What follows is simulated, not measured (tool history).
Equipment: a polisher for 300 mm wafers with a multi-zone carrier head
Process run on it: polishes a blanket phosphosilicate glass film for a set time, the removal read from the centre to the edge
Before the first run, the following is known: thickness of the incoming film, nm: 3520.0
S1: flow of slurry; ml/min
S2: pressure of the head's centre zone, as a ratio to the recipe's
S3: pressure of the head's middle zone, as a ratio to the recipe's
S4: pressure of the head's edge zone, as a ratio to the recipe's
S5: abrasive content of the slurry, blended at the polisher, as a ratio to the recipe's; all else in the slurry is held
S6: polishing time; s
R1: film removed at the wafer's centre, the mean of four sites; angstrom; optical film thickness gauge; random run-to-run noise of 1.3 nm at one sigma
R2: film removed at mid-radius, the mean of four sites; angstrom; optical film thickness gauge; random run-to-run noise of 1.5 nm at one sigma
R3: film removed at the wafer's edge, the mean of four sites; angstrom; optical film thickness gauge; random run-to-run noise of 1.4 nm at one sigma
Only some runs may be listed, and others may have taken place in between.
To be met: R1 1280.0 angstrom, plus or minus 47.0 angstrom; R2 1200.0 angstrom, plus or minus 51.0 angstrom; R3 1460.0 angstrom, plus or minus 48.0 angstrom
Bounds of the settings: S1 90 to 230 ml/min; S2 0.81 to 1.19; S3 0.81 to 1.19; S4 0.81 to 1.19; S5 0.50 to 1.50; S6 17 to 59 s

{"run": 1, "day": 0.0, "S1": 150, "S2": 1.0, "S3": 1.0, "S4": 1.0, "S5": 1.0, "S6": 38, "R1": 2137.7, "R2": 2082.0, "R3": 2047.9}
{"run": 2, "day": 0.188, "S1": 150, "S2": 1.0, "S3": 0.92, "S4": 1.0, "S5": 1.0, "S6": 38, "R1": 2139.5, "R2": 1866.9, "R3": 2122.5}
{"run": 3, "day": 0.475, "S1": 140, "S2": 0.96, "S3": 0.9, "S4": 0.97, "S5": 0.85, "S6": 37, "R1": 1845.8, "R2": 1714.3, "R3": 1816.2}
{"run": 4, "day": 0.717, "S1": 140, "S2": 1.05, "S3": 0.9, "S4": 0.97, "S5": 0.85, "S6": 37, "R1": 2010.1, "R2": 1665.4, "R3": 1848.6}
{"run": 5, "day": 0.767, "S1": 140, "S2": 1.09, "S3": 0.9, "S4": 0.97, "S5": 0.85, "S6": 37, "R1": 2065.7, "R2": 1674.3, "R3": 1861.8}
{"run": 6, "day": 0.992, "S1": 115, "S2": 1.09, "S3": 0.9, "S4": 0.97, "S5": 0.85, "S6": 37, "R1": 1966.3, "R2": 1599.4, "R3": 1785.6}
{"run": 7, "day": 1.258, "S1": 110, "S2": 1.04, "S3": 0.88, "S4": 1.0, "S5": 0.75, "S6": 36, "R1": 1673.2, "R2": 1423.1, "R3": 1660.6}
{"run": 8, "day": 1.317, "S1": 105, "S2": 1.01, "S3": 0.87, "S4": 1.01, "S5": 0.7, "S6": 36, "R1": 1556.1, "R2": 1369.0, "R3": 1573.4}

Consider the 5 candidate settings below. Which is the only one whose results all fall within their allowed miss of target?
{"run": "A", "day": 1.375, "S1": 90, "S2": 0.89, "S3": 0.87, "S4": 1.05, "S5": 0.65, "S6": 35, "R1": "?", "R2": "?", "R3": "?"}
{"run": "B", "day": 1.375, "S1": 90, "S2": 0.98, "S3": 0.91, "S4": 1.13, "S5": 0.55, "S6": 37, "R1": "?", "R2": "?", "R3": "?"}
{"run": "C", "day": 1.375, "S1": 90, "S2": 0.93, "S3": 0.89, "S4": 1.08, "S5": 0.65, "S6": 32, "R1": "?", "R2": "?", "R3": "?"}
{"run": "D", "day": 1.375, "S1": 100, "S2": 0.95, "S3": 0.81, "S4": 1.12, "S5": 0.6, "S6": 34, "R1": "?", "R2": "?", "R3": "?"}
{"run": "E", "day": 1.375, "S1": 90, "S2": 0.82, "S3": 0.81, "S4": 1.19, "S5": 0.75, "S6": 38, "R1": "?", "R2": "?", "R3": "?"}

move=A R1=1193.1 R2=1185.1 R3=1461.4
move=B R1=1278.1 R2=1194.8 R3=1473.0
move=C R1=1140.4 R2=1103.8 R3=1354.6
move=D R1=1242.9 R2=1083.6 R3=1446.4
move=E R1=1277.1 R2=1300.2 R3=1813.2
A: takes the result that was furthest off past its target
B: all results land within tolerance of their targets
C: takes the result that was furthest off past its target
D: puts the biggest miss on target and leaves a different result outside tolerance
E: puts the biggest miss on target and leaves a different result outside tolerance
Correct choice: B, which meets every target

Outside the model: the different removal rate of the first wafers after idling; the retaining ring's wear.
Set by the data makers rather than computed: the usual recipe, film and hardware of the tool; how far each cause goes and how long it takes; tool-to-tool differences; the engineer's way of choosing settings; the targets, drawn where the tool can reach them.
